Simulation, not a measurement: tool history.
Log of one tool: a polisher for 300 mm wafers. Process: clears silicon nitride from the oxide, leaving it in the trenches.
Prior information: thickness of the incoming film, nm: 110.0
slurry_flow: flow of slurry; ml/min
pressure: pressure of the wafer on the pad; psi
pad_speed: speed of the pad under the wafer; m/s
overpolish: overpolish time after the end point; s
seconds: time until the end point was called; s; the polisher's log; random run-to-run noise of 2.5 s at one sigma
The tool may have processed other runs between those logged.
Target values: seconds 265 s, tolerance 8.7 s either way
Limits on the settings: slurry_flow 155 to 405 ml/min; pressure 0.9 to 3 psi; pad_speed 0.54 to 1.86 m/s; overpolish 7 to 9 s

Run 1, hour 0: slurry_flow 260 ml/min, pressure 1.9 psi, pad_speed 1.18 m/s, overpolish 9 s. Result: seconds 131.96 s.
Run 2, hour 8.4: slurry_flow 260 ml/min, pressure 1.7 psi, pad_speed 1.14 m/s, overpolish 9 s. Result: seconds 152.04 s.
Run 3, hour 15.5: slurry_flow 260 ml/min, pressure 2.1 psi, pad_speed 1.14 m/s, overpolish 9 s. Result: seconds 123.86 s.
Run 4, hour 24.4: slurry_flow 260 ml/min, pressure 2.1 psi, pad_speed 1.4 m/s, overpolish 9 s. Result: seconds 106.57 s.
Run 5, hour 26.5: slurry_flow 220 ml/min, pressure 2.1 psi, pad_speed 1.4 m/s, overpolish 9 s. Result: seconds 108.21 s.
Run 6, hour 31.7: slurry_flow 215 ml/min, pressure 1.8 psi, pad_speed 1.3 m/s, overpolish 9 s. Result: seconds 133.54 s.
Run 7, hour 34.3: slurry_flow 210 ml/min, pressure 1.6 psi, pad_speed 1.22 m/s, overpolish 9 s. Result: seconds 156.54 s.
Run 8, hour 42: slurry_flow 210 ml/min, pressure 1.6 psi, pad_speed 1.22 m/s, overpolish 9 s. Result: seconds 154.9 s.
Run 9, hour 46.2: slurry_flow 205 ml/min, pressure 1.4 psi, pad_speed 1.16 m/s, overpolish 9 s. Result: seconds 180.89 s.
Run 10, hour 54.7: slurry_flow 200 ml/min, pressure 1.3 psi, pad_speed 1.12 m/s, overpolish 9 s. Result: seconds 199.83 s.
Run 11, hour 59: slurry_flow 195 ml/min, pressure 1.2 psi, pad_speed 1.1 m/s, overpolish 9 s. Result: seconds 218.39 s.
Run 12, hour 60.4: slurry_flow 190 ml/min, pressure 1.1 psi, pad_speed 1.1 m/s, overpolish 9 s. Result: seconds 247.86 s.

4 next moves are on the table. One of them brings every result within its allowed miss. Which?
Run A, hour 61.8: slurry_flow 155 ml/min, pressure 1.3 psi, pad_speed 0.62 m/s, overpolish 7 s. Result: seconds ?.
Run B, hour 61.8: slurry_flow 215 ml/min, pressure 1.4 psi, pad_speed 0.64 m/s, overpolish 7 s. Result: seconds ?.
Run C, hour 61.8: slurry_flow 160 ml/min, pressure 1.1 psi, pad_speed 1.26 m/s, overpolish 8 s. Result: seconds ?.
Run D, hour 61.8: slurry_flow 165 ml/min, pressure 1 psi, pad_speed 1.26 m/s, overpolish 9 s. Result: seconds ?.

move  seconds
   A   291.29
   B   257.36
   C   222.27
   D   242.38
A: takes the result that was furthest off past its target
B: meets every target
C: misses by more than the last run did
D: misses by more than the last run did
B meets every target.
